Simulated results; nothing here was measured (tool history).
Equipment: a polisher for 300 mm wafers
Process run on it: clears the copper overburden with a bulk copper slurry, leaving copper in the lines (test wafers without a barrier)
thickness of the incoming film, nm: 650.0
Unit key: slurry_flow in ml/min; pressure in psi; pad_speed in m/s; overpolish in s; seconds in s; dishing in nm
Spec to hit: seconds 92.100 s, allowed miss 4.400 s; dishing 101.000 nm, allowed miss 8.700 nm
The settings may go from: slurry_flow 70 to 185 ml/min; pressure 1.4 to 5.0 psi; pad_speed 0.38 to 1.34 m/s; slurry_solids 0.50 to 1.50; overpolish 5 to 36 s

{"run": 1, "hour": 0.0, "slurry_flow": 120, "pressure": 3.2, "pad_speed": 0.86, "slurry_solids": 1.0, "overpolish": 18, "seconds": 75.47, "dishing": 85.724}
{"run": 2, "hour": 4.0, "slurry_flow": 115, "pressure": 3.0, "pad_speed": 0.86, "slurry_solids": 1.0, "overpolish": 21, "seconds": 80.484, "dishing": 88.088}
{"run": 3, "hour": 10.7, "slurry_flow": 115, "pressure": 3.0, "pad_speed": 0.86, "slurry_solids": 1.0, "overpolish": 15, "seconds": 81.627, "dishing": 72.395}
{"run": 4, "hour": 17.9, "slurry_flow": 140, "pressure": 3.0, "pad_speed": 0.86, "slurry_solids": 1.0, "overpolish": 15, "seconds": 75.749, "dishing": 69.215}
{"hour": 19.4, "done": "worn pad replaced by a new one"}
{"run": 5, "hour": 19.4, "slurry_flow": 140, "pressure": 3.0, "pad_speed": 0.86, "slurry_solids": 1.0, "overpolish": 7, "seconds": 73.997, "dishing": 42.816}
{"run": 6, "hour": 27.1, "slurry_flow": 125, "pressure": 3.0, "pad_speed": 0.84, "slurry_solids": 1.0, "overpolish": 12, "seconds": 75.05, "dishing": 66.613}
{"run": 7, "hour": 29.7, "slurry_flow": 115, "pressure": 2.9, "pad_speed": 0.78, "slurry_solids": 1.0, "overpolish": 14, "seconds": 85.841, "dishing": 64.911}
{"run": 8, "hour": 37.0, "slurry_flow": 110, "pressure": 2.9, "pad_speed": 0.76, "slurry_solids": 1.0, "overpolish": 17, "seconds": 86.301, "dishing": 76.841}
{"run": 9, "hour": 42.9, "slurry_flow": 105, "pressure": 2.9, "pad_speed": 0.74, "slurry_solids": 1.0, "overpolish": 19, "seconds": 92.315, "dishing": 78.488}
{"run": 10, "hour": 45.8, "slurry_flow": 100, "pressure": 3.0, "pad_speed": 0.74, "slurry_solids": 1.0, "overpolish": 21, "seconds": 90.508, "dishing": 82.868}
{"run": 11, "hour": 48.8, "slurry_flow": 95, "pressure": 3.0, "pad_speed": 0.74, "slurry_solids": 1.0, "overpolish": 23, "seconds": 90.212, "dishing": 86.63}

4 candidate next runs follow, results not yet known. Just one meets every target within its allowed miss. Identify it.
{"run": "A", "hour": 51.8, "slurry_flow": 145, "pressure": 2.6, "pad_speed": 0.72, "slurry_solids": 1.15, "overpolish": 30, "seconds": "?", "dishing": "?"}
{"run": "B", "hour": 51.8, "slurry_flow": 90, "pressure": 2.9, "pad_speed": 0.74, "slurry_solids": 1.05, "overpolish": 14, "seconds": "?", "dishing": "?"}
{"run": "C", "hour": 51.8, "slurry_flow": 90, "pressure": 3.2, "pad_speed": 0.72, "slurry_solids": 1.15, "overpolish": 20, "seconds": "?", "dishing": "?"}
{"run": "D", "hour": 51.8, "slurry_flow": 125, "pressure": 3.5, "pad_speed": 0.54, "slurry_solids": 0.95, "overpolish": 19, "seconds": "?", "dishing": "?"}

move=A seconds=93.471 dishing=96.790
move=B seconds=93.778 dishing=59.336
move=C seconds=85.979 dishing=82.344
move=D seconds=91.299 dishing=77.094
A: hits every target within its allowed miss
B: misses by more than the last run did
C: misses by more than the last run did
D: misses by more than the last run did
The right move is A.

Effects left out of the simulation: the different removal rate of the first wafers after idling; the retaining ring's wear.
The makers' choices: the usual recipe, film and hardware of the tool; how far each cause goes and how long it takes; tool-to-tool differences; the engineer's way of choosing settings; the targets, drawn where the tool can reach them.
